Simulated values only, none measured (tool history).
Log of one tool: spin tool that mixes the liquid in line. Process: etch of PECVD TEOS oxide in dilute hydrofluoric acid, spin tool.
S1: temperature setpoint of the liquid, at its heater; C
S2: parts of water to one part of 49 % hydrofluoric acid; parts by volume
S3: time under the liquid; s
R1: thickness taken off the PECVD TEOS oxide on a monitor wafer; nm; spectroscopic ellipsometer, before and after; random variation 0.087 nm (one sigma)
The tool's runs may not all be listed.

run	hour	S1	S2	S3	R1
1	0	24	90	15	5.2203
2	8	26.5	75	15	6.9732
3	10.1	26.5	75	15	7.0437
4	13.2	26.5	75	15	7.0338
5	19.5	28	75	15	7.5146
6	25.7	29	70	15	8.4671

Predict the results of run 7:
7	33	30	65	15	?

R1: 9.5095 nm

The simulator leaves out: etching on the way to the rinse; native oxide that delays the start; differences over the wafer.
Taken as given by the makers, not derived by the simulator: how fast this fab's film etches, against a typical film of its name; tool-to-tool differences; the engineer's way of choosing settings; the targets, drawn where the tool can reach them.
